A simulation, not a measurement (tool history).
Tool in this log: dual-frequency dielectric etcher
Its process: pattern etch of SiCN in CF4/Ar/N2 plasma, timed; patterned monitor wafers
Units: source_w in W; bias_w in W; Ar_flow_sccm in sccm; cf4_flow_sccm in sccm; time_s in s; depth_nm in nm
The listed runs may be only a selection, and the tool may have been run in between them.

run,day,source_w,bias_w,Ar_flow_sccm,cf4_flow_sccm,time_s,depth_nm
1,0,370,56,126,77,63.5,39.823
2,0.038,370,50,126,77,63.5,38.082
3,0.112,370,54,126,77,63.5,39.031
4,0.217,430,54,126,77,63.5,45.231
5,0.25,400,53,127,77,63.5,42.297
6,0.296,400,49,127,77,63.5,40.715
7,0.371,370,48,127,77,63.5,37.31

Expected results for the next run?
8,0.467,350,48,127,77,63.5,?

depth_nm: 35.562 nm
